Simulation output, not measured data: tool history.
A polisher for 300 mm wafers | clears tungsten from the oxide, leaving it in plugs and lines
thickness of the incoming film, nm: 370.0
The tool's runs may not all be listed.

| run | hour | flow of slurry (ml/min) | pressure of the wafer on the pad (psi) | speed of the pad under the wafer (cm/s) | abrasive content of the slurry | overpolish time after the end point (s) | time until the end point was called (s) |
|---|---|---|---|---|---|---|---|
| 1 | 0 | 225 | 3 | 104 | 1 | 15 | 110.83 |
| 2 | 8.4 | 225 | 3.2 | 104 | 1 | 15 | 103.78 |
| 3 | 15.4 | 225 | 3.3 | 104 | 1 | 15 | 101.36 |
| 4 | 16.5 | 225 | 3.3 | 104 | 1 | 16 | 99.211 |
| 5 | 18.4 | 250 | 3.3 | 104 | 1 | 16 | 100.39 |
| 6 | 26.5 | 250 | 3.3 | 104 | 1 | 16 | 99.806 |
| 7 | 33.6 | 250 | 3.4 | 104 | 1 | 16 | 95.236 |
| 8 | 35.5 | 250 | 3.5 | 104 | 1 | 16 | 93.686 |

Run 9 comes next. What will it give?
| 9 | 42.5 | 250 | 3.6 | 104 | 1 | 16 | ? |

{"run 9": {"time until the end point was called (s)": 92.629}}
